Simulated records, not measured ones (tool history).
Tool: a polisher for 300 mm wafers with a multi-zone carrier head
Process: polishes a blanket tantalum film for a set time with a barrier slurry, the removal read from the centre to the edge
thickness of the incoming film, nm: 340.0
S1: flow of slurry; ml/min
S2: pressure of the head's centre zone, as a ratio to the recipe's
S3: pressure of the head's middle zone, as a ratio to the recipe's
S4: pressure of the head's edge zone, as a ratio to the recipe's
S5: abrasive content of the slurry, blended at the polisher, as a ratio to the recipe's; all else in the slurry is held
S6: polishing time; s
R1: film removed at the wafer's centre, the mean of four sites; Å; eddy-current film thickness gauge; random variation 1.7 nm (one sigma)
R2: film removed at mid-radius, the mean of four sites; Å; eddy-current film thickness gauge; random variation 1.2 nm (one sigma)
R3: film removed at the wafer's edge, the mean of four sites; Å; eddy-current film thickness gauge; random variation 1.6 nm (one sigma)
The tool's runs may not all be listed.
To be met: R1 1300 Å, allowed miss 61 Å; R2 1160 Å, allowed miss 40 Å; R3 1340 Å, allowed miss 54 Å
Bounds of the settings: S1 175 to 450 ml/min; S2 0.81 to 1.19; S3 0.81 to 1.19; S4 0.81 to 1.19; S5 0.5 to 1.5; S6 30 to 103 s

run 1 hour=0 | S1=290 S2=1 S3=1 S4=1 S5=1 S6=66 | R1=792.04 R2=799.96 R3=819.97
run 2 hour=3.6 | S1=290 S2=1 S3=1 S4=1.08 S5=1 S6=66 | R1=783 R2=786.23 R3=856.92
run 3 hour=6.2 | S1=290 S2=1 S3=1 S4=1.14 S5=1 S6=66 | R1=799.41 R2=800.91 R3=883.22
run 4 hour=13.6 | S1=290 S2=1 S3=0.94 S4=1.14 S5=1 S6=66 | R1=799.92 R2=755.02 R3=869.3
run 5 hour=17.2 | S1=290 S2=1.02 S3=0.94 S4=1.15 S5=1.1 S6=70 | R1=878.6 R2=816.92 R3=959.47
run 6 hour=18 | S1=295 S2=1.05 S3=0.96 S4=1.15 S5=1.2 S6=73 | R1=960.48 R2=886.26 R3=991.4
run 7 hour=24 | S1=295 S2=1.05 S3=0.95 S4=1.15 S5=1.25 S6=77 | R1=1014.7 R2=934.43 R3=1083
run 8 hour=29.4 | S1=295 S2=1.06 S3=0.95 S4=1.15 S5=1.3 S6=80 | R1=1123.2 R2=987.34 R3=1158
run 9 hour=31.8 | S1=295 S2=1.06 S3=0.96 S4=1.15 S5=1.35 S6=81 | R1=1103.2 R2=1009.8 R3=1171.8
run 10 hour=34.2 | S1=315 S2=1.14 S3=0.98 S4=1.18 S5=1.5 S6=89 | R1=1362.1 R2=1200.9 R3=1316.9

Which of these 4 next moves meets every target?
run A hour=36.6 | S1=275 S2=1.17 S3=1 S4=1.18 S5=1.5 S6=97 | R1=? R2=? R3=?
run B hour=36.6 | S1=330 S2=1.07 S3=0.95 S4=1.17 S5=1.45 S6=90 | R1=? R2=? R3=?
run C hour=36.6 | S1=370 S2=1.19 S3=1.02 S4=1.1 S5=1.5 S6=88 | R1=? R2=? R3=?
run D hour=36.6 | S1=340 S2=1.07 S3=1.09 S4=1.15 S5=1.5 S6=87 | R1=? R2=? R3=?

move=A R1=1505.1 R2=1294.8 R3=1417.7
move=B R1=1314 R2=1176.6 R3=1329.5
move=C R1=1457.9 R2=1248.6 R3=1283.5
move=D R1=1286.6 R2=1292.4 R3=1285
A: further off than the last run
B: meets every target
C: further off than the last run
D: further off than the last run
Move B is the one to make.
